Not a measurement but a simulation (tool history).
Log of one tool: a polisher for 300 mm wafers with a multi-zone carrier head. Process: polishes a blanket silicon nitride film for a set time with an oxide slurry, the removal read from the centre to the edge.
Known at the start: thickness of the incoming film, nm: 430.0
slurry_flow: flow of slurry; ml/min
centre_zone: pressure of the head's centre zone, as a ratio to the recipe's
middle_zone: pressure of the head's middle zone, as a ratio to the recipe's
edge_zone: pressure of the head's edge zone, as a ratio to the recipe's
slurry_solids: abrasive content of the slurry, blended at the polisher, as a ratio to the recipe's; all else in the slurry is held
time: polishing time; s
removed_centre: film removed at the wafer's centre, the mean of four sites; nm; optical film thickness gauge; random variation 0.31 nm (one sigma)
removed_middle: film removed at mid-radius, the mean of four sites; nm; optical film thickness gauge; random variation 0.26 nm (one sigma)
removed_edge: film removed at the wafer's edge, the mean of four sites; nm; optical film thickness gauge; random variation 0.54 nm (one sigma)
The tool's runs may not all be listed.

run 1 hour=0 | slurry_flow=170 centre_zone=1 middle_zone=1 edge_zone=1 slurry_solids=1 time=42 | removed_centre=37.417 removed_middle=37.295 removed_edge=38.606
run 2 hour=1.1 | slurry_flow=170 centre_zone=0.95 middle_zone=1 edge_zone=1 slurry_solids=1 time=42 | removed_centre=35.715 removed_middle=36.835 removed_edge=38.39
run 3 hour=6.8 | slurry_flow=170 centre_zone=0.95 middle_zone=1 edge_zone=1 slurry_solids=0.8 time=42 | removed_centre=30.524 removed_middle=31.772 removed_edge=33.278
run 4 hour=12.5 | slurry_flow=170 centre_zone=0.95 middle_zone=1 edge_zone=1.04 slurry_solids=0.8 time=42 | removed_centre=30.513 removed_middle=31.803 removed_edge=33.012
run 5 hour=17.9 | slurry_flow=170 centre_zone=0.97 middle_zone=0.97 edge_zone=1.04 slurry_solids=0.95 time=42 | removed_centre=35.033 removed_middle=35.302 removed_edge=37.945
run 6 hour=23.3 | slurry_flow=170 centre_zone=1.03 middle_zone=0.97 edge_zone=1.04 slurry_solids=0.95 time=42 | removed_centre=37.101 removed_middle=35.171 removed_edge=37.775
run 7 hour=27.6 | slurry_flow=175 centre_zone=1.04 middle_zone=0.95 edge_zone=1.06 slurry_solids=1 time=42 | removed_centre=38.966 removed_middle=35.593 removed_edge=38.912
run 8 hour=30.9 | slurry_flow=165 centre_zone=1.05 middle_zone=0.93 edge_zone=1.07 slurry_solids=1.1 time=42 | removed_centre=41.548 removed_middle=36.228 removed_edge=42.247
run 9 hour=32 | slurry_flow=165 centre_zone=1.05 middle_zone=0.93 edge_zone=1.07 slurry_solids=1.1 time=42 | removed_centre=41.037 removed_middle=37.19 removed_edge=41.37
run 10 hour=38.4 | slurry_flow=175 centre_zone=1.05 middle_zone=0.92 edge_zone=1.09 slurry_solids=1.15 time=42 | removed_centre=42.82 removed_middle=37.263 removed_edge=43.723
run 11 hour=46.3 | slurry_flow=180 centre_zone=1.06 middle_zone=0.93 edge_zone=1.11 slurry_solids=1.2 time=42 | removed_centre=44.825 removed_middle=38.768 removed_edge=44.905
run 12 hour=48.1 | slurry_flow=180 centre_zone=1.06 middle_zone=0.93 edge_zone=1.12 slurry_solids=1.25 time=42 | removed_centre=45.733 removed_middle=39.697 removed_edge=46.101
run 13 hour=55.1 | slurry_flow=185 centre_zone=1.06 middle_zone=0.93 edge_zone=1.13 slurry_solids=1.3 time=42 | removed_centre=45.998 removed_middle=40.588 removed_edge=46.36
run 14 hour=62.8 | slurry_flow=180 centre_zone=1.06 middle_zone=0.92 edge_zone=1.14 slurry_solids=1.35 time=42 | removed_centre=46.854 removed_middle=40.454 removed_edge=47.876

Run 15 comes next. What will it give?
run 15 hour=68.9 | slurry_flow=190 centre_zone=1.06 middle_zone=0.92 edge_zone=1.15 slurry_solids=1.35 time=42 | removed_centre=? removed_middle=? removed_edge=?

{"run 15": {"removed_centre": 47.556, "removed_middle": 40.658, "removed_edge": 49.185}}
